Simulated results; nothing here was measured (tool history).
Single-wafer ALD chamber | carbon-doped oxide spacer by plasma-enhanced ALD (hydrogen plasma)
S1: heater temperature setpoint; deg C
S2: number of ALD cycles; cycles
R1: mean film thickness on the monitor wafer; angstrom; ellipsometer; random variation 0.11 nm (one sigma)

| run | hour | S1 | S2 | R1 |
|---|---|---|---|---|
| 1 | 0 | 400 | 612 | 337.64 |
| 2 | 3.7 | 400 | 592 | 327.93 |
| 3 | 5.6 | 406 | 592 | 324.55 |
| 4 | 9.5 | 406 | 574 | 314.25 |
| 5 | 16.5 | 412 | 574 | 307.22 |
| 6 | 23.8 | 413 | 562 | 298.51 |
| 7 | 33 | 414 | 553 | 291.29 |
| 8 | 39.5 | 415 | 546 | 287.71 |

Forecast run 9:
| 9 | 48.7 | 415 | 540 | ? |

Run 9 gave R1 285.95 angstrom.
